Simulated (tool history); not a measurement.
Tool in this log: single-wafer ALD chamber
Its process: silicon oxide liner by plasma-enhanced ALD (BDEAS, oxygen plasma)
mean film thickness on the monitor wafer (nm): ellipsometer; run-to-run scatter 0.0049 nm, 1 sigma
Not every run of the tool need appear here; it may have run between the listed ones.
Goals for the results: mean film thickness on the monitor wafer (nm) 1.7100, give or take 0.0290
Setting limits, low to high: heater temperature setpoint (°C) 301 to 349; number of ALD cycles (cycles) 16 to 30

run  hour  heater temperature setpoint (°C)  number of ALD cycles (cycles)  mean film thickness on the monitor wafer (nm)
  1   0.0                               325                             23                                         2.0013
  2   1.0                               325                             24                                         2.0901
  3   6.8                               321                             24                                         2.0964
  4  13.0                               321                             26                                         2.2751
  5  17.1                               321                             28                                         2.4429
  6  19.0                               312                             28                                         2.4654
  7  21.2                               313                             25                                         2.2108
  8  25.5                               316                             21                                         1.8496
  9  32.2                               316                             21                                         1.8532
 10  37.7                               316                             20                                         1.7604
 11  41.7                               316                             19                                         1.6617
 12  49.7                               316                             20                                         1.7540
 13  50.3                               316                             19                                         1.6718
 14  57.9                               315                             19                                         1.6701
 15  64.2                               315                             20                                         1.7608
 16  68.9                               315                             19                                         1.6811
 17  71.4                               314                             19                                         1.6806
 18  78.6                               313                             19                                         1.6778
 19  81.6                               312                             19                                         1.6797

Of the 4 settings listed for the next run, only one would bring every result within its allowed miss of target. Which one?
  A  84.6                               306                             18                                              ?
  B  84.6                               329                             19                                              ?
  C  84.6                               301                             19                                              ?
  D  84.6                               325                             19                                              ?

move  mean film thickness on the monitor wafer (nm)
   A                                         1.6052
   B                                         1.6459
   C                                         1.7049
   D                                         1.6543
A: its largest miss is bigger than the last run's
B: its largest miss is bigger than the last run's
C: meets every target
D: its largest miss is bigger than the last run's
Correct choice: C, which meets every target

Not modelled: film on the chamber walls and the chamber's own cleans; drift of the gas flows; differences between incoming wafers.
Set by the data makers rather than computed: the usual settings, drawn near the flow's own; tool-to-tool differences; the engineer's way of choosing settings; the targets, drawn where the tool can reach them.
